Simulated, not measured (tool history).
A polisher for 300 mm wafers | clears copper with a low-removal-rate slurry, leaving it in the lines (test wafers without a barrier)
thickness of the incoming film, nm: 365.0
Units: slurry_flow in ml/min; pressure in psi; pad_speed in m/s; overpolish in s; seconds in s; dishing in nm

{"run": 1, "hour": 0.0, "slurry_flow": 215, "pressure": 2.8, "pad_speed": 0.94, "slurry_solids": 1.0, "overpolish": 28, "seconds": 144.53, "dishing": 36.249}
{"run": 2, "hour": 1.3, "slurry_flow": 185, "pressure": 2.8, "pad_speed": 0.94, "slurry_solids": 1.0, "overpolish": 28, "seconds": 151.85, "dishing": 34.756}
{"run": 3, "hour": 1.8, "slurry_flow": 185, "pressure": 2.8, "pad_speed": 0.94, "slurry_solids": 1.0, "overpolish": 21, "seconds": 147.82, "dishing": 28.121}
{"run": 4, "hour": 10.3, "slurry_flow": 140, "pressure": 2.8, "pad_speed": 0.94, "slurry_solids": 1.0, "overpolish": 21, "seconds": 152.58, "dishing": 28.046}
{"run": 5, "hour": 11.9, "slurry_flow": 140, "pressure": 2.4, "pad_speed": 0.94, "slurry_solids": 1.0, "overpolish": 21, "seconds": 180.16, "dishing": 24.643}
{"run": 6, "hour": 12.5, "slurry_flow": 140, "pressure": 2.4, "pad_speed": 0.94, "slurry_solids": 1.0, "overpolish": 27, "seconds": 178.04, "dishing": 29.921}
{"run": 7, "hour": 19.1, "slurry_flow": 140, "pressure": 2.6, "pad_speed": 0.94, "slurry_solids": 1.0, "overpolish": 27, "seconds": 164.11, "dishing": 30.849}
{"run": 8, "hour": 23.7, "slurry_flow": 140, "pressure": 2.7, "pad_speed": 0.94, "slurry_solids": 1.0, "overpolish": 27, "seconds": 159.64, "dishing": 32.343}

The next listed run, before its measurement:
{"run": 9, "hour": 26.3, "slurry_flow": 140, "pressure": 2.8, "pad_speed": 0.94, "slurry_solids": 1.0, "overpolish": 27, "seconds": "?", "dishing": "?"}

Run 9 gave seconds 152.19 s, dishing 33.552 nm.

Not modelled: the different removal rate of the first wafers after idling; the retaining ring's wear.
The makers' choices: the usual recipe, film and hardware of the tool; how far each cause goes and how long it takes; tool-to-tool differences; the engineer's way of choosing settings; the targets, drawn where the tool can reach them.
